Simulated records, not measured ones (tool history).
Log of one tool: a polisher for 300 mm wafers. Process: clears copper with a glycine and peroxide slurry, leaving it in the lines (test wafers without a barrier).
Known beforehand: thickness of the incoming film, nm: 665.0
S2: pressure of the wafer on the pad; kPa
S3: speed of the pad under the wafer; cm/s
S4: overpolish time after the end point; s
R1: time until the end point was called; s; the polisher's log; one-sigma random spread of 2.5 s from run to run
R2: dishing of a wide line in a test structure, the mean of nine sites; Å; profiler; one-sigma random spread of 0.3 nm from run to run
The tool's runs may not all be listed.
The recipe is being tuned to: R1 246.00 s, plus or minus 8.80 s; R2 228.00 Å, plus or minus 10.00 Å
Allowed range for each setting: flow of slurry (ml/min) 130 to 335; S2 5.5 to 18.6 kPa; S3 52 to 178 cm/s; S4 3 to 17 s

{"run": 1, "hour": 0.0, "flow of slurry (ml/min)": 215, "S2": 11.7, "S3": 114, "S4": 9, "R1": 192.65, "R2": 212.5}
{"run": 2, "hour": 8.8, "flow of slurry (ml/min)": 215, "S2": 11.7, "S3": 126, "S4": 9, "R1": 180.29, "R2": 235.52}
{"run": 3, "hour": 15.2, "flow of slurry (ml/min)": 210, "S2": 10.3, "S3": 126, "S4": 10, "R1": 197.38, "R2": 235.35}
{"run": 4, "hour": 19.5, "flow of slurry (ml/min)": 165, "S2": 10.3, "S3": 126, "S4": 10, "R1": 204.94, "R2": 224.29}
{"run": 5, "hour": 26.9, "flow of slurry (ml/min)": 160, "S2": 9.7, "S3": 126, "S4": 11, "R1": 216.03, "R2": 236.3}
{"run": 6, "hour": 34.3, "flow of slurry (ml/min)": 155, "S2": 9.0, "S3": 126, "S4": 11, "R1": 229.17, "R2": 223.71}
{"run": 7, "hour": 38.3, "flow of slurry (ml/min)": 150, "S2": 9.0, "S3": 126, "S4": 11, "R1": 233.16, "R2": 217.14}
{"run": 8, "hour": 40.0, "flow of slurry (ml/min)": 145, "S2": 9.0, "S3": 126, "S4": 11, "R1": 236.38, "R2": 216.94}
{"run": 9, "hour": 44.4, "flow of slurry (ml/min)": 140, "S2": 9.0, "S3": 126, "S4": 11, "R1": 233.83, "R2": 216.63}

Which one of the following 4 next-run settings gets every result inside its allowed miss? There is exactly one.
{"run": "A", "hour": 48.8, "flow of slurry (ml/min)": 140, "S2": 7.6, "S3": 156, "S4": 11, "R1": "?", "R2": "?"}
{"run": "B", "hour": 48.8, "flow of slurry (ml/min)": 170, "S2": 10.3, "S3": 112, "S4": 11, "R1": "?", "R2": "?"}
{"run": "C", "hour": 48.8, "flow of slurry (ml/min)": 130, "S2": 9.0, "S3": 122, "S4": 12, "R1": "?", "R2": "?"}
{"run": "D", "hour": 48.8, "flow of slurry (ml/min)": 135, "S2": 9.7, "S3": 130, "S4": 12, "R1": "?", "R2": "?"}

move=A R1=225.75 R2=227.00
move=B R1=221.62 R2=234.11
move=C R1=242.80 R2=232.12
move=D R1=217.57 R2=256.03
A: lands further from the targets than the last run did
B: lands further from the targets than the last run did
C: every result within its allowed miss
D: lands further from the targets than the last run did
Move C is the one to make.

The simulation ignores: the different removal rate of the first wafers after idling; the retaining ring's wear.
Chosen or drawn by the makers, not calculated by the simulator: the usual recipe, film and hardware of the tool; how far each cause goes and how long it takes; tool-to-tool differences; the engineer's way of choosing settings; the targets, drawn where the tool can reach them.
